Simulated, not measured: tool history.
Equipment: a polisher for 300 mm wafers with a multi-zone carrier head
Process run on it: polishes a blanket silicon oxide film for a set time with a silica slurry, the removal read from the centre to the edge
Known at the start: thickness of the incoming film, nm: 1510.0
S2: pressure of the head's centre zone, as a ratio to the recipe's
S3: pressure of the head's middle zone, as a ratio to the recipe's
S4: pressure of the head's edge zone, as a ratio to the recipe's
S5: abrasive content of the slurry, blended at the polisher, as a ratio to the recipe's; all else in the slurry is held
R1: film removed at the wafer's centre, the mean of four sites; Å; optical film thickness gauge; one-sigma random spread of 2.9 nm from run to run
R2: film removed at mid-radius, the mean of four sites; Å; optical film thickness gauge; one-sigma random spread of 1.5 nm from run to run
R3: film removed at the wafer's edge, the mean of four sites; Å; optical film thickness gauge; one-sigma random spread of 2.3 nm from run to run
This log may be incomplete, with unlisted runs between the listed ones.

run 1 day=0.000 | flow_of_slurry_(ml/min)=135 S2=1.00 S3=1.00 S4=1.00 S5=1.00 polishing_time_(s)=61 | R1=1683.1 R2=1667.0 R3=1763.2
run 2 day=0.246 | flow_of_slurry_(ml/min)=160 S2=1.00 S3=1.00 S4=1.00 S5=1.00 polishing_time_(s)=61 | R1=1753.7 R2=1758.1 R3=1868.4
run 3 day=0.421 | flow_of_slurry_(ml/min)=160 S2=0.93 S3=1.00 S4=1.00 S5=1.00 polishing_time_(s)=61 | R1=1644.6 R2=1764.7 R3=1840.3
run 4 day=0.467 | flow_of_slurry_(ml/min)=160 S2=0.93 S3=1.08 S4=1.00 S5=1.00 polishing_time_(s)=61 | R1=1589.1 R2=1886.4 R3=1856.8
run 5 day=0.775 | flow_of_slurry_(ml/min)=170 S2=0.96 S3=1.10 S4=1.01 S5=1.05 polishing_time_(s)=61 | R1=1784.8 R2=1979.5 R3=1907.5
run 6 day=0.892 | flow_of_slurry_(ml/min)=175 S2=0.94 S3=1.11 S4=1.04 S5=1.10 polishing_time_(s)=61 | R1=1793.5 R2=2057.1 R3=1917.8
run 7 day=0.946 | flow_of_slurry_(ml/min)=170 S2=0.92 S3=1.08 S4=1.03 S5=1.20 polishing_time_(s)=63 | R1=1840.2 R2=2145.3 R3=2062.0
run 8 day=1.229 | flow_of_slurry_(ml/min)=175 S2=0.92 S3=1.07 S4=1.03 S5=1.25 polishing_time_(s)=63 | R1=1860.0 R2=2184.2 R3=2115.4

Run 9, settings as shown, results not yet in. Your forecast:
run 9 day=1.454 | flow_of_slurry_(ml/min)=175 S2=0.92 S3=1.07 S4=1.03 S5=1.25 polishing_time_(s)=63 | R1=? R2=? R3=?

{"run 9": {"R1": 1879.4, "R2": 2164.5, "R3": 2092.2}}
